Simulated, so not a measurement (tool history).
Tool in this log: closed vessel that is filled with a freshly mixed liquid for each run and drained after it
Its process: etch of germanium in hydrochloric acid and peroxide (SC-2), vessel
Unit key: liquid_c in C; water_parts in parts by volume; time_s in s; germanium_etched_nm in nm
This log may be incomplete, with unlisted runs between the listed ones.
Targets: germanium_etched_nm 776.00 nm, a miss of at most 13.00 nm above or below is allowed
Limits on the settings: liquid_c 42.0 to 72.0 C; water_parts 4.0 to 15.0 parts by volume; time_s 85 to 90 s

| run | hour | liquid_c | water_parts | time_s | germanium_etched_nm |
|---|---|---|---|---|---|
| 1 | 0.0 | 58.0 | 8.5 | 85 | 524.42 |
| 2 | 4.1 | 58.0 | 8.5 | 90 | 552.40 |
| 3 | 5.9 | 61.0 | 8.5 | 90 | 605.99 |
| 4 | 11.2 | 63.5 | 8.5 | 90 | 652.99 |
| 5 | 16.0 | 60.5 | 8.5 | 90 | 593.48 |
| 6 | 18.9 | 63.0 | 8.5 | 90 | 640.03 |
| 7 | 24.0 | 65.0 | 8.5 | 90 | 675.40 |
| 8 | 32.6 | 66.5 | 8.5 | 90 | 711.03 |
| 9 | 35.9 | 67.5 | 8.5 | 90 | 725.76 |
| 10 | 43.2 | 68.0 | 8.5 | 90 | 737.64 |
| 11 | 51.0 | 68.5 | 8.5 | 90 | 746.38 |
| 12 | 54.0 | 69.0 | 8.5 | 90 | 757.83 |

4 candidate next runs follow, results not yet known. Just one meets every target within its allowed miss. Identify it.
| A | 57.0 | 68.5 | 8.0 | 90 | ? |
| B | 57.0 | 69.5 | 8.0 | 85 | ? |
| C | 57.0 | 69.0 | 7.0 | 90 | ? |
| D | 57.0 | 71.0 | 10.5 | 85 | ? |

| move | germanium_etched_nm |
|---|---|
| A | 756.21 |
| B | 734.47 |
| C | 775.42 |
| D | 742.69 |
A: its largest miss is bigger than the last run's
B: its largest miss is bigger than the last run's
C: each result inside its tolerance
D: its largest miss is bigger than the last run's
C meets every target.
